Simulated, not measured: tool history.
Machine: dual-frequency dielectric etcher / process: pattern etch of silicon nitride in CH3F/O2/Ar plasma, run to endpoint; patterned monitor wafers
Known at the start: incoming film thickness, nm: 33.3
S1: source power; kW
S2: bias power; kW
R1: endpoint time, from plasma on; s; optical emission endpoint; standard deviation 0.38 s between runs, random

Run 1, hour 0.0: S1 0.510 kW, S2 0.052 kW. Result: R1 50.185 s.
Run 2, hour 6.3: S1 0.550 kW, S2 0.052 kW. Result: R1 48.662 s.
Run 3, hour 9.7: S1 0.570 kW, S2 0.053 kW. Result: R1 48.117 s.
Run 4, hour 14.3: S1 0.570 kW, S2 0.048 kW. Result: R1 49.649 s.
Run 5, hour 23.2: S1 0.610 kW, S2 0.048 kW. Result: R1 47.549 s.
Run 6, hour 29.2: S1 0.610 kW, S2 0.051 kW. Result: R1 47.025 s.
Run 7, hour 30.3: S1 0.630 kW, S2 0.052 kW. Result: R1 45.391 s.

Run 8, settings as shown, results not yet in. Your forecast:
Run 8, hour 35.1: S1 0.640 kW, S2 0.052 kW. Result: R1 ?.

{"run 8": {"R1": 44.819}}

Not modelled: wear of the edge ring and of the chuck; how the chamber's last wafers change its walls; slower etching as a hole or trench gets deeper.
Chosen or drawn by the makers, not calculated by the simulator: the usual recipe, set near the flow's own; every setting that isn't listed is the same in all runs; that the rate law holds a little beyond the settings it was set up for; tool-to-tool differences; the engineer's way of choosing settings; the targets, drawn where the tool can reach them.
